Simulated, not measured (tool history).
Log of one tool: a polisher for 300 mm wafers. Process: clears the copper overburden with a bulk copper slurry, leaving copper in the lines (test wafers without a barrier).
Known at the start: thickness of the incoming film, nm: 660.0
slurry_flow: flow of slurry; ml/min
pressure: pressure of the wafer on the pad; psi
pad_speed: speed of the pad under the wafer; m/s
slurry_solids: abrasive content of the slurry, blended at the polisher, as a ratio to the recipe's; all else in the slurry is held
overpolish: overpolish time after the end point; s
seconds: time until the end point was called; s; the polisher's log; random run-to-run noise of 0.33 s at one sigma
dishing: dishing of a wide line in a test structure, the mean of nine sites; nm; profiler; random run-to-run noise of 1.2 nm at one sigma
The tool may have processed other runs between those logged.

| run | hour | slurry_flow | pressure | pad_speed | slurry_solids | overpolish | seconds | dishing |
|---|---|---|---|---|---|---|---|---|
| 1 | 0.0 | 285 | 2.9 | 1.28 | 1.00 | 8 | 54.112 | 47.705 |
| 2 | 0.6 | 250 | 2.9 | 1.28 | 1.00 | 8 | 56.359 | 47.856 |
| 3 | 5.4 | 315 | 2.9 | 1.28 | 1.00 | 8 | 55.064 | 49.211 |
| 4 | 8.2 | 315 | 2.9 | 1.28 | 1.15 | 8 | 53.654 | 49.215 |
| 5 | 12.0 | 315 | 2.9 | 1.10 | 1.15 | 8 | 61.709 | 45.686 |
| 6 | 19.4 | 315 | 2.9 | 1.10 | 1.25 | 8 | 60.412 | 45.669 |
| 7 | 23.2 | 315 | 3.2 | 1.10 | 1.25 | 8 | 56.103 | 48.580 |
| 8 | 32.0 | 315 | 3.2 | 1.10 | 1.25 | 8 | 55.834 | 48.572 |
| 9 | 40.1 | 315 | 3.5 | 1.10 | 1.25 | 8 | 50.655 | 51.685 |
| 10 | 41.5 | 315 | 3.7 | 1.10 | 1.25 | 8 | 48.047 | 52.926 |
| 11 | 50.1 | 315 | 3.9 | 1.10 | 1.25 | 8 | 45.606 | 53.750 |
| 12 | 55.3 | 315 | 4.0 | 1.10 | 1.25 | 8 | 44.742 | 55.952 |
| 13 | 62.4 | 315 | 4.1 | 1.12 | 1.25 | 8 | 43.165 | 56.149 |
| 14 | 69.7 | 315 | 4.2 | 1.12 | 1.25 | 8 | 42.076 | 56.499 |
| 15 | 72.3 | 315 | 4.3 | 1.12 | 1.25 | 8 | 40.731 | 56.741 |
| 16 | 74.0 | 315 | 4.4 | 1.14 | 1.25 | 9 | 40.031 | 59.910 |

Run 17, settings as shown, results not yet in. Your forecast:
| 17 | 77.4 | 315 | 4.4 | 1.16 | 1.25 | 9 | ? | ? |

{"run 17": {"seconds": 39.859, "dishing": 61.036}}
